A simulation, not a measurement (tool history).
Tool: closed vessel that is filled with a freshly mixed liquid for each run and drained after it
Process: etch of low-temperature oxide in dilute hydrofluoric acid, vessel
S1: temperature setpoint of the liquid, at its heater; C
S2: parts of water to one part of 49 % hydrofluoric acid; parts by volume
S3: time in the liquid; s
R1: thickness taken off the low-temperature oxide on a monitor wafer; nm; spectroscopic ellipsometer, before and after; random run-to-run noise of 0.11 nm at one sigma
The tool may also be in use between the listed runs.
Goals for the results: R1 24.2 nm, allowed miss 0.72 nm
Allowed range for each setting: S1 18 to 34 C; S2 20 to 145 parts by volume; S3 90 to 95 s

| run | hour | S1 | S2 | S3 | R1 |
|---|---|---|---|---|---|
| 1 | 0 | 26 | 80 | 90 | 16.818 |
| 2 | 7.7 | 27 | 80 | 90 | 17.523 |
| 3 | 13.8 | 28 | 80 | 90 | 18.068 |
| 4 | 22.1 | 29 | 80 | 90 | 18.762 |
| 5 | 24.9 | 30 | 80 | 90 | 19.519 |
| 6 | 30.3 | 28 | 80 | 90 | 18.04 |
| 7 | 37.3 | 28 | 80 | 90 | 18.15 |
| 8 | 42.7 | 29 | 80 | 90 | 18.953 |
| 9 | 50.6 | 30 | 80 | 90 | 19.523 |
| 10 | 53.7 | 30.5 | 80 | 90 | 19.944 |
| 11 | 62 | 31 | 80 | 90 | 20.348 |
| 12 | 70.6 | 31.5 | 80 | 90 | 20.801 |
| 13 | 74 | 32 | 80 | 90 | 21.081 |
| 14 | 74.9 | 32.5 | 80 | 90 | 21.455 |

Which single option among these 4 for the next run brings every result within its allowed miss of target? Just one does.
| A | 75.8 | 34 | 85 | 95 | ? |
| B | 75.8 | 32 | 70 | 90 | ? |
| C | 75.8 | 32.5 | 75 | 90 | ? |
| D | 75.8 | 28 | 65 | 90 | ? |

| move | R1 |
|---|---|
| A | 22.454 |
| B | 24.549 |
| C | 23.167 |
| D | 22.825 |
A: better than the last run, though not everything is in spec
B: in spec on every target
C: better than the last run, though not everything is in spec
D: better than the last run, though not everything is in spec
So the answer is move B, the one that meets all the targets.
